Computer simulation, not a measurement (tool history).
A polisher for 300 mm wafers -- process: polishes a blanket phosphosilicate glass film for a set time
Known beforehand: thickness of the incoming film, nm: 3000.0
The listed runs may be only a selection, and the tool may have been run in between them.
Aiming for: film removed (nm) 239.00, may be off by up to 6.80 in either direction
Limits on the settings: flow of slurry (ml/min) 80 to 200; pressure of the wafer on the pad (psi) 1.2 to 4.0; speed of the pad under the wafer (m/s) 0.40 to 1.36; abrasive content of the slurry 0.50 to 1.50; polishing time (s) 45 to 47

run,day,flow of slurry (ml/min),pressure of the wafer on the pad (psi),speed of the pad under the wafer (m/s),abrasive content of the slurry,polishing time (s),film removed (nm)
1,0.000,130,2.6,0.88,1.00,45,277.72
2,0.233,130,2.9,0.88,1.00,45,305.65
3,0.471,130,2.9,0.88,1.00,45,307.86
4,0.567,125,2.8,0.88,1.00,45,295.13
5,0.825,100,2.8,0.88,1.00,45,284.57
6,0.967,100,2.7,0.88,1.00,45,273.59
7,1.242,100,2.7,0.88,1.00,45,273.01
8,1.283,100,2.6,0.88,1.00,45,260.83
9,1.358,100,2.6,0.88,1.00,45,264.85
10,1.612,95,2.5,0.88,1.00,45,249.61
11,1.746,90,2.5,0.88,1.00,45,248.46

5 next moves are on the table. One of them brings every result within its allowed miss. Which?
A,1.879,95,2.8,0.78,1.00,45,?
B,1.879,110,2.3,0.90,0.85,47,?
C,1.879,100,2.5,0.88,0.90,47,?
D,1.879,135,2.7,0.78,1.00,47,?
E,1.879,80,2.1,0.98,0.90,47,?

move,film removed (nm)
A,251.98
B,234.72
C,251.28
D,271.30
E,220.62
A: moves away from the targets compared with the last run
B: in spec on every target
C: moves away from the targets compared with the last run
D: moves away from the targets compared with the last run
E: takes the result that was furthest off past its target
Answer: B

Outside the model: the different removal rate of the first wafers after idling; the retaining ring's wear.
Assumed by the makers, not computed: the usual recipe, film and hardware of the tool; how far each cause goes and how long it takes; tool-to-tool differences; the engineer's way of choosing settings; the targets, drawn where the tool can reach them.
